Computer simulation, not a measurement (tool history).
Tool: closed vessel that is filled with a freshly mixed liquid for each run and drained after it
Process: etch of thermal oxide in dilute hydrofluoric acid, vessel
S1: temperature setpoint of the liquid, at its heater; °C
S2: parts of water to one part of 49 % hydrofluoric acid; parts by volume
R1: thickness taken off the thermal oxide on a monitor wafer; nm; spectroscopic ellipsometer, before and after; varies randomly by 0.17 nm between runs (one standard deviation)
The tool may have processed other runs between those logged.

run 1 hour=0.0 | S1=23.0 S2=295 time_in_the_liquid_(s)=2985 | R1=35.180
run 2 hour=7.6 | S1=23.0 S2=230 time_in_the_liquid_(s)=2985 | R1=47.861
run 3 hour=9.6 | S1=23.0 S2=295 time_in_the_liquid_(s)=2985 | R1=35.004
run 4 hour=12.6 | S1=22.0 S2=305 time_in_the_liquid_(s)=2985 | R1=32.315
run 5 hour=15.1 | S1=22.0 S2=305 time_in_the_liquid_(s)=2985 | R1=32.171
run 6 hour=21.4 | S1=22.0 S2=305 time_in_the_liquid_(s)=3185 | R1=34.487
run 7 hour=28.6 | S1=21.0 S2=315 time_in_the_liquid_(s)=3185 | R1=32.281
run 8 hour=31.2 | S1=20.5 S2=320 time_in_the_liquid_(s)=3185 | R1=30.902
run 9 hour=33.2 | S1=20.0 S2=325 time_in_the_liquid_(s)=3185 | R1=29.755
run 10 hour=36.7 | S1=19.5 S2=330 time_in_the_liquid_(s)=3185 | R1=28.768
run 11 hour=38.8 | S1=19.5 S2=330 time_in_the_liquid_(s)=3185 | R1=28.771
run 12 hour=41.7 | S1=19.0 S2=335 time_in_the_liquid_(s)=3185 | R1=27.558
-- hour=47.1 thermometer replaced
run 13 hour=47.1 | S1=18.5 S2=340 time_in_the_liquid_(s)=3185 | R1=25.540
run 14 hour=48.6 | S1=18.0 S2=340 time_in_the_liquid_(s)=3185 | R1=24.988
run 15 hour=50.7 | S1=18.0 S2=340 time_in_the_liquid_(s)=3185 | R1=25.261

What does the tool deliver on the next run?
run 16 hour=54.8 | S1=18.0 S2=345 time_in_the_liquid_(s)=3185 | R1=?

{"run 16": {"R1": 24.564}}
